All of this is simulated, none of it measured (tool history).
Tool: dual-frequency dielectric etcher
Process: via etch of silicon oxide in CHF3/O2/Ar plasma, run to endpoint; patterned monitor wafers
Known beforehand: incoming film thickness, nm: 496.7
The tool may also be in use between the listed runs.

Run 1, hour 0: source power (W) 810, bias power (W) 159. Result: endpoint time (s) 242.38.
Run 2, hour 5.2: source power (W) 790, bias power (W) 158. Result: endpoint time (s) 247.33.
Run 3, hour 8.4: source power (W) 790, bias power (W) 179. Result: endpoint time (s) 237.67.
Run 4, hour 16.8: source power (W) 890, bias power (W) 179. Result: endpoint time (s) 222.8.
Run 5, hour 22.7: source power (W) 860, bias power (W) 178. Result: endpoint time (s) 227.33.
Run 6, hour 29.7: source power (W) 860, bias power (W) 194. Result: endpoint time (s) 223.09.
Run 7, hour 38.4: source power (W) 830, bias power (W) 192. Result: endpoint time (s) 225.73.

Predict the results of run 8:
Run 8, hour 43.9: source power (W) 800, bias power (W) 190. Result: endpoint time (s) ?.

{"run 8": {"endpoint time (s)": 233.35}}

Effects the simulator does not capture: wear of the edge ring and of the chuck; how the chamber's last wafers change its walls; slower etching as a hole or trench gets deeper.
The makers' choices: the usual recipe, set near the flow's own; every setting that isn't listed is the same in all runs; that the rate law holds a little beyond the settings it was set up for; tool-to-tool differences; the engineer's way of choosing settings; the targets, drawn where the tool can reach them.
